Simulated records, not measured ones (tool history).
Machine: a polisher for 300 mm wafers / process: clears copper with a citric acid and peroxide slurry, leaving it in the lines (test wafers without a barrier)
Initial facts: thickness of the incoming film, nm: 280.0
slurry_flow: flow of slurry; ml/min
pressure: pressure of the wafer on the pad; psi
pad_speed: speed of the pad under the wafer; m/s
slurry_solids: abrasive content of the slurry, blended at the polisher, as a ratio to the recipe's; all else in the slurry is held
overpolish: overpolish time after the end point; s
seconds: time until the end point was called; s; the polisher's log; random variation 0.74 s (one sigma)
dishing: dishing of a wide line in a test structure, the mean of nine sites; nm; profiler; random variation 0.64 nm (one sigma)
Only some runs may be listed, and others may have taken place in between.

| run | hour | slurry_flow | pressure | pad_speed | slurry_solids | overpolish | seconds | dishing |
|---|---|---|---|---|---|---|---|---|
| 1 | 0 | 280 | 3.7 | 1.08 | 1 | 21 | 95.862 | 36.333 |
| 2 | 1.9 | 280 | 3.8 | 1.08 | 1 | 18 | 94.996 | 33.506 |
| 3 | 3.6 | 280 | 3.9 | 1.08 | 1 | 16 | 92.628 | 30.33 |
| 4 | 4.8 | 280 | 4 | 1.08 | 1 | 15 | 91.444 | 30.203 |
| 5 | 8.3 | 280 | 4.1 | 1.08 | 1 | 14 | 88.011 | 27.239 |
| 6 | 10.1 | 280 | 3.3 | 1.08 | 1 | 14 | 104.41 | 25.427 |
| 7 | 13.3 | 280 | 3.5 | 1.08 | 1 | 13 | 98.653 | 24.039 |
| 8 | 18.3 | 280 | 3.7 | 1.08 | 1 | 13 | 96.833 | 25.603 |
| 9 | 26.7 | 280 | 3.9 | 1.08 | 1 | 13 | 92.031 | 24.76 |
| 10 | 35.1 | 280 | 4 | 1.08 | 1 | 13 | 91.129 | 25.994 |

The next listed run, before its measurement:
| 11 | 39.6 | 290 | 4.4 | 1.08 | 1 | 10 | ? | ? |

seconds: 84.168 s
dishing: 22.262 nm
